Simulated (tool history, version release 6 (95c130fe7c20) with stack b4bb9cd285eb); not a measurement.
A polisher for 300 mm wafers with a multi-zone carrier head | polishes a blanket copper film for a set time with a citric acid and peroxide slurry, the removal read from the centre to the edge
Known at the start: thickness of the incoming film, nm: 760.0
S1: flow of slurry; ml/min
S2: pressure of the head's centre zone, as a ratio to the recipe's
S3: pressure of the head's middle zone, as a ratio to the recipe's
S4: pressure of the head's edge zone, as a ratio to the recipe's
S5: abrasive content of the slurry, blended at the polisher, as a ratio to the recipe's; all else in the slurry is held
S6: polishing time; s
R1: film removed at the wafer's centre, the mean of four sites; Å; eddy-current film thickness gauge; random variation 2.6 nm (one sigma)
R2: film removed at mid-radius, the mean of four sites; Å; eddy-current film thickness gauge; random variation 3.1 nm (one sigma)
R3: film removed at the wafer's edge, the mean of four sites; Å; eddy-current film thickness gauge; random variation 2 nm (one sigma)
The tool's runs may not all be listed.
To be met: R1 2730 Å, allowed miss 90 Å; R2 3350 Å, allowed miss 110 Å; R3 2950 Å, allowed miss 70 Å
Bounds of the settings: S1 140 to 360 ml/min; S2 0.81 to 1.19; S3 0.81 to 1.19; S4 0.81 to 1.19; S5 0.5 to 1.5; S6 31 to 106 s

run,hour,S1,S2,S3,S4,S5,S6,R1,R2,R3
1,0,230,1,1,1,1,68,2061,2095.7,2044
2,6.6,240,0.99,1.05,1.03,1.15,71,2206.4,2374,2214.5
3,11.5,275,0.99,1.05,1.03,1.15,71,2233.5,2399.5,2276.1
4,18.9,275,0.99,1.05,1.03,1.15,84,2675.7,2854.7,2671.3
5,24.8,275,0.99,1.05,1.03,1.25,84,2670.6,2861.1,2717.4
6,27.6,285,0.98,1.08,1.05,1.3,84,2750.4,3020.1,2794.4
7,35.3,295,0.97,1.1,1.06,1.3,84,2658.5,3081.1,2803.4
8,41.8,300,0.97,1.11,1.07,1.3,84,2718.6,3103.1,2817
9,49.2,305,0.96,1.13,1.08,1.3,84,2724.2,3165.4,2836.4
10,52.7,310,0.95,1.14,1.09,1.3,84,2677.5,3177.2,2843.4

5 next moves are on the table. One of them brings every result within its allowed miss. Which?
A,56.2,330,1.01,1.14,1.06,1.25,88,?,?,?
B,56.2,275,0.96,1.19,0.96,1.35,86,?,?,?
C,56.2,310,0.94,1.17,1.09,1.35,86,?,?,?
D,56.2,330,1.02,1.19,1.03,1.25,81,?,?,?
E,56.2,260,0.88,1.08,1.03,1.35,86,?,?,?

move,R1,R2,R3
A,3001.1,3335.7,2961
B,2780.2,3381.7,2765.8
C,2759,3374,2971.7
D,2790.9,3186.3,2685.3
E,2526.7,3092.2,2851.5
A: brings the result that was furthest off to its target, and leaves another outside
B: brings the result that was furthest off to its target, and leaves another outside
C: meets every target
D: further off than the last run
E: further off than the last run
Move C is the one to make.

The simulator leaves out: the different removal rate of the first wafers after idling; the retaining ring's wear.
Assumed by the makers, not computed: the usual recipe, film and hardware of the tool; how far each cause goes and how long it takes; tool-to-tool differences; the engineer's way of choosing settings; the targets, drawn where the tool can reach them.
